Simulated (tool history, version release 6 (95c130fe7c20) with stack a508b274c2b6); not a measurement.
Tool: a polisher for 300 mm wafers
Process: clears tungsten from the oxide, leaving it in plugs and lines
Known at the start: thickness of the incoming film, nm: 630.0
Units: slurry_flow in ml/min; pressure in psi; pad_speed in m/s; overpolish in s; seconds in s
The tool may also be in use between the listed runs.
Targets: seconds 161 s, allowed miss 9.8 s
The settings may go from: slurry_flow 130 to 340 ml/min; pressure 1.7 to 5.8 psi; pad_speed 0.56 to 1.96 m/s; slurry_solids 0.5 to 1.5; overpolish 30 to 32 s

run,day,slurry_flow,pressure,pad_speed,slurry_solids,overpolish,seconds
1,0,220,3.7,1.26,1,30,105.29
2,0.258,220,3.7,1.26,1,32,106.46
3,0.629,220,3.7,1.26,1.15,32,99.577
4,0.775,220,3.5,1.26,1.15,32,106.81
5,0.879,220,4,1.26,1.15,32,91.457
6,1.208,220,4,1.26,1.25,32,92.675
7,1.579,220,3.7,1.24,1.25,32,101.07
8,1.679,220,3.5,1.24,1.25,32,106.86

Which of these 4 next moves meets every target?
A,1.779,155,1.9,1.3,1.25,32,?
B,1.779,235,4.1,1.48,1.35,31,?
C,1.779,225,3.3,1.46,1.25,32,?
D,1.779,240,2.6,1.12,1.1,32,?

move,seconds
A,194.68
B,75.166
C,96.584
D,161.56
A: takes the result that was furthest off past its target
B: further off than the last run
C: further off than the last run
D: meets every target
The right move is D.

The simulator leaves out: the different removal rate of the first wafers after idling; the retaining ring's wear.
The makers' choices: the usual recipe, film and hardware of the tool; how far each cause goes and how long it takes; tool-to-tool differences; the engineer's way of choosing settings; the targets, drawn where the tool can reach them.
